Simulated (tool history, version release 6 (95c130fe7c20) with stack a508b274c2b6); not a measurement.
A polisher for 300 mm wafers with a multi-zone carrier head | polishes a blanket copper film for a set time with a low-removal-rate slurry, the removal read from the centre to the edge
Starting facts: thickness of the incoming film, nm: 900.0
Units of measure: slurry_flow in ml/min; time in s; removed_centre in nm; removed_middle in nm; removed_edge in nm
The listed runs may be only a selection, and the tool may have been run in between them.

run 1 hour=0 | slurry_flow=150 centre_zone=1 middle_zone=1 edge_zone=1 slurry_solids=1 time=65 | removed_centre=130.34 removed_middle=130.88 removed_edge=132.46
run 2 hour=2.8 | slurry_flow=145 centre_zone=0.99 middle_zone=1.01 edge_zone=0.97 slurry_solids=0.95 time=65 | removed_centre=128.72 removed_middle=129.58 removed_edge=128.82
run 3 hour=4.5 | slurry_flow=155 centre_zone=0.99 middle_zone=1.01 edge_zone=0.97 slurry_solids=0.95 time=65 | removed_centre=128.99 removed_middle=130.69 removed_edge=130.57
run 4 hour=9.9 | slurry_flow=150 centre_zone=0.98 middle_zone=1.02 edge_zone=0.95 slurry_solids=0.9 time=65 | removed_centre=128.18 removed_middle=126.89 removed_edge=126.1
run 5 hour=18 | slurry_flow=150 centre_zone=0.98 middle_zone=1.02 edge_zone=1.01 slurry_solids=0.9 time=65 | removed_centre=126.45 removed_middle=128.66 removed_edge=131
run 6 hour=20.5 | slurry_flow=150 centre_zone=0.98 middle_zone=1.09 edge_zone=1.01 slurry_solids=0.9 time=65 | removed_centre=123.62 removed_middle=136.25 removed_edge=130.54
run 7 hour=23.7 | slurry_flow=145 centre_zone=0.96 middle_zone=1.1 edge_zone=0.98 slurry_solids=0.85 time=65 | removed_centre=121.3 removed_middle=134.2 removed_edge=125.86
run 8 hour=26.8 | slurry_flow=140 centre_zone=0.94 middle_zone=1.1 edge_zone=0.96 slurry_solids=0.8 time=65 | removed_centre=112.41 removed_middle=130.91 removed_edge=122.32
run 9 hour=28.4 | slurry_flow=135 centre_zone=0.94 middle_zone=1.1 edge_zone=0.94 slurry_solids=0.8 time=65 | removed_centre=115.73 removed_middle=129.35 removed_edge=120.48
run 10 hour=36 | slurry_flow=130 centre_zone=0.93 middle_zone=1.1 edge_zone=0.92 slurry_solids=0.8 time=65 | removed_centre=111.84 removed_middle=130.11 removed_edge=119.42
run 11 hour=41.9 | slurry_flow=125 centre_zone=0.93 middle_zone=1.1 edge_zone=0.9 slurry_solids=0.75 time=65 | removed_centre=107.43 removed_middle=126.66 removed_edge=115.64
run 12 hour=44.4 | slurry_flow=100 centre_zone=0.98 middle_zone=1.08 edge_zone=0.81 slurry_solids=0.65 time=64 | removed_centre=100.54 removed_middle=112.12 removed_edge=100.79

The next listed run, before its measurement:
run 13 hour=48.9 | slurry_flow=105 centre_zone=0.98 middle_zone=1.08 edge_zone=0.81 slurry_solids=0.65 time=64 | removed_centre=? removed_middle=? removed_edge=?

removed_centre: 103.97 nm
removed_middle: 112.97 nm
removed_edge: 100.81 nm

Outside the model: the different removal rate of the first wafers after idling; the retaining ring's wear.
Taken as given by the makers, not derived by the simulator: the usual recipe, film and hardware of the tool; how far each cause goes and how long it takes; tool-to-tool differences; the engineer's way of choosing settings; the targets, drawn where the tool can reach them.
